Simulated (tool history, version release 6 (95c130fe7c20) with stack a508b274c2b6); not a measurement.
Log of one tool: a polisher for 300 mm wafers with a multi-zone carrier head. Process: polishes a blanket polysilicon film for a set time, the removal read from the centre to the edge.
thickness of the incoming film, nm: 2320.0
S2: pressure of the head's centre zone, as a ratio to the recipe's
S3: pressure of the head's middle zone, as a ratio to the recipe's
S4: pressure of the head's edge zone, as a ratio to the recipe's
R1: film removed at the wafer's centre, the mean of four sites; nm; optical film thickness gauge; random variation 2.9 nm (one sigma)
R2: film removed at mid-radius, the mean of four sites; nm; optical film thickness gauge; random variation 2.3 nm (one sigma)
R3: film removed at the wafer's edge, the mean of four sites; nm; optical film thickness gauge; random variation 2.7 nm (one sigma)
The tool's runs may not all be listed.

run 1 hour=0 | flow_of_slurry_(ml/min)=205 S2=1 S3=1 S4=1 polishing_time_(s)=42 | R1=261.03 R2=253.15 R3=251.34
run 2 hour=1.4 | flow_of_slurry_(ml/min)=245 S2=1 S3=1 S4=1 polishing_time_(s)=42 | R1=267.52 R2=260.71 R3=256.19
run 3 hour=3.5 | flow_of_slurry_(ml/min)=245 S2=1.01 S3=1.01 S4=1.02 polishing_time_(s)=43 | R1=274.36 R2=268.06 R3=265.98
run 4 hour=11.1 | flow_of_slurry_(ml/min)=245 S2=1.01 S3=1.01 S4=0.97 polishing_time_(s)=43 | R1=272.33 R2=266.54 R3=261.88
run 5 hour=14.1 | flow_of_slurry_(ml/min)=245 S2=1.06 S3=1.01 S4=0.97 polishing_time_(s)=43 | R1=284.72 R2=266.27 R3=263.42
run 6 hour=20.5 | flow_of_slurry_(ml/min)=250 S2=1.06 S3=1.02 S4=0.99 polishing_time_(s)=44 | R1=294.25 R2=277.2 R3=265.18
run 7 hour=23.4 | flow_of_slurry_(ml/min)=255 S2=1.05 S3=1.01 S4=1 polishing_time_(s)=45 | R1=295.1 R2=281.69 R3=275.16
run 8 hour=26.7 | flow_of_slurry_(ml/min)=255 S2=1.05 S3=1 S4=1.01 polishing_time_(s)=46 | R1=305.26 R2=288.14 R3=284.42
run 9 hour=30.7 | flow_of_slurry_(ml/min)=260 S2=1.05 S3=1 S4=1.02 polishing_time_(s)=47 | R1=307.13 R2=292.64 R3=294.26
run 10 hour=38.1 | flow_of_slurry_(ml/min)=265 S2=1.06 S3=1 S4=1.03 polishing_time_(s)=48 | R1=326.06 R2=299.69 R3=297.32
run 11 hour=39.2 | flow_of_slurry_(ml/min)=265 S2=1.05 S3=1 S4=1.04 polishing_time_(s)=49 | R1=323.61 R2=307.21 R3=305.92
run 12 hour=41.4 | flow_of_slurry_(ml/min)=265 S2=1.05 S3=1 S4=1.05 polishing_time_(s)=50 | R1=333.42 R2=314.27 R3=307.37
run 13 hour=42.4 | flow_of_slurry_(ml/min)=270 S2=1.04 S3=0.99 S4=1.05 polishing_time_(s)=51 | R1=340.41 R2=316.94 R3=318.8

Run 14 comes next. What will it give?
run 14 hour=45.7 | flow_of_slurry_(ml/min)=275 S2=1.04 S3=0.99 S4=1.06 polishing_time_(s)=51 | R1=? R2=? R3=?

Run 14 gave R1 342.32 nm, R2 320.89 nm, R3 321.95 nm.
